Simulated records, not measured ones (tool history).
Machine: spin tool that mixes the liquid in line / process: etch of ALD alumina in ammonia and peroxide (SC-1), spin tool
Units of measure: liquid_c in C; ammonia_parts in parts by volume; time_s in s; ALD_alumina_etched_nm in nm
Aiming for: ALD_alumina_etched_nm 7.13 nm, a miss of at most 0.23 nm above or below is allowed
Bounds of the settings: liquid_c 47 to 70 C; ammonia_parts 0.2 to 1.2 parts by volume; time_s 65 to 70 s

run	hour	liquid_c	ammonia_parts	time_s	ALD_alumina_etched_nm
1	0	63	0.7	65	8.3312
2	4.2	62	0.7	65	7.9272
3	9	62	0.7	70	8.5415
4	13.1	62	0.7	70	8.4259
5	21.9	61.5	0.7	70	8.2878
6	29.8	61	0.7	70	8.0623
7	33.6	60.5	0.7	70	7.8159
8	39.2	60	0.7	70	7.7046
9	47.4	59.5	0.7	70	7.5119

Of the 5 settings listed for the next run, only one would bring every result within its allowed miss of target. Which one?
A	55.6	58.5	0.65	70	?
B	55.6	59.5	0.5	65	?
C	55.6	61.5	0.75	70	?
D	55.6	57	0.7	70	?
E	55.6	60.5	0.5	70	?

move	ALD_alumina_etched_nm
A	7.1194
B	6.7911
C	8.4173
D	6.6304
E	7.6987
A: each result inside its tolerance
B: pushes the last run's worst result past its target
C: moves away from the targets compared with the last run
D: pushes the last run's worst result past its target
E: moves away from the targets compared with the last run
The move that meets every target is A.
